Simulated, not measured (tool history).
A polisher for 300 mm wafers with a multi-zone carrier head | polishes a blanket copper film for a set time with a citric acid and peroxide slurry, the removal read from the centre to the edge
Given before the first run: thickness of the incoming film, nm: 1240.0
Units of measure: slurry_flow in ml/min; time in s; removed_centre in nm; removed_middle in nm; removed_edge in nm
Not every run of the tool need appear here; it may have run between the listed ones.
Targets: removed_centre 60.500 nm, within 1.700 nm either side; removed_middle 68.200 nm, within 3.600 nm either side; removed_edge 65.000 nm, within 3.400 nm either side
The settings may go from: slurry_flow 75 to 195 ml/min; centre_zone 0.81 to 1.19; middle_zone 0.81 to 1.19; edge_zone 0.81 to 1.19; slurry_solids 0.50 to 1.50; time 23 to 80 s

run 1 hour=0.0 | slurry_flow=125 centre_zone=1.00 middle_zone=1.00 edge_zone=1.00 slurry_solids=1.00 time=51 | removed_centre=65.786 removed_middle=71.512 removed_edge=70.740
run 2 hour=3.4 | slurry_flow=125 centre_zone=1.00 middle_zone=1.00 edge_zone=1.00 slurry_solids=0.90 time=51 | removed_centre=64.191 removed_middle=71.048 removed_edge=69.971
run 3 hour=4.1 | slurry_flow=125 centre_zone=1.08 middle_zone=1.00 edge_zone=1.00 slurry_solids=0.90 time=51 | removed_centre=69.504 removed_middle=70.341 removed_edge=68.415
run 4 hour=8.6 | slurry_flow=120 centre_zone=1.07 middle_zone=1.01 edge_zone=1.00 slurry_solids=0.90 time=51 | removed_centre=68.256 removed_middle=72.199 removed_edge=68.670
run 5 hour=16.2 | slurry_flow=120 centre_zone=1.07 middle_zone=1.01 edge_zone=1.00 slurry_solids=0.90 time=62 | removed_centre=83.935 removed_middle=84.526 removed_edge=84.595
run 6 hour=23.8 | slurry_flow=120 centre_zone=1.14 middle_zone=1.01 edge_zone=1.00 slurry_solids=0.90 time=62 | removed_centre=89.993 removed_middle=84.307 removed_edge=84.677
run 7 hour=32.6 | slurry_flow=120 centre_zone=1.11 middle_zone=1.00 edge_zone=0.99 slurry_solids=0.85 time=61 | removed_centre=84.346 removed_middle=83.232 removed_edge=79.516
run 8 hour=36.9 | slurry_flow=115 centre_zone=1.08 middle_zone=0.98 edge_zone=0.99 slurry_solids=0.80 time=61 | removed_centre=79.223 removed_middle=79.663 removed_edge=80.371
run 9 hour=44.4 | slurry_flow=115 centre_zone=1.07 middle_zone=0.97 edge_zone=0.97 slurry_solids=0.75 time=60 | removed_centre=76.226 removed_middle=75.960 removed_edge=77.844
run 10 hour=46.8 | slurry_flow=115 centre_zone=1.06 middle_zone=0.98 edge_zone=0.96 slurry_solids=0.70 time=59 | removed_centre=73.094 removed_middle=73.307 removed_edge=72.177
-- hour=53.5 centre zone pressure recalibrated
run 11 hour=53.5 | slurry_flow=110 centre_zone=1.05 middle_zone=0.98 edge_zone=0.95 slurry_solids=0.70 time=59 | removed_centre=76.267 removed_middle=74.263 removed_edge=72.503

Next run, 4 choices. One meets every target within its allowed miss, the rest don't. Which?
run A hour=60.2 | slurry_flow=110 centre_zone=1.09 middle_zone=0.99 edge_zone=0.88 slurry_solids=0.60 time=49 | removed_centre=? removed_middle=? removed_edge=?
run B hour=60.2 | slurry_flow=105 centre_zone=1.12 middle_zone=0.97 edge_zone=0.87 slurry_solids=0.70 time=48 | removed_centre=? removed_middle=? removed_edge=?
run C hour=60.2 | slurry_flow=75 centre_zone=1.04 middle_zone=0.93 edge_zone=0.94 slurry_solids=0.95 time=52 | removed_centre=? removed_middle=? removed_edge=?
run D hour=60.2 | slurry_flow=135 centre_zone=0.96 middle_zone=1.08 edge_zone=1.07 slurry_solids=0.65 time=50 | removed_centre=? removed_middle=? removed_edge=?

move=A removed_centre=63.507 removed_middle=58.550 removed_edge=55.430
move=B removed_centre=65.766 removed_middle=58.067 removed_edge=55.811
move=C removed_centre=65.764 removed_middle=61.081 removed_edge=64.489
move=D removed_centre=60.707 removed_middle=68.124 removed_edge=64.918
A: gains on the last run, yet a result remains outside its allowed miss
B: gains on the last run, yet a result remains outside its allowed miss
C: gains on the last run, yet a result remains outside its allowed miss
D: all results in spec
The move that meets every target is D.

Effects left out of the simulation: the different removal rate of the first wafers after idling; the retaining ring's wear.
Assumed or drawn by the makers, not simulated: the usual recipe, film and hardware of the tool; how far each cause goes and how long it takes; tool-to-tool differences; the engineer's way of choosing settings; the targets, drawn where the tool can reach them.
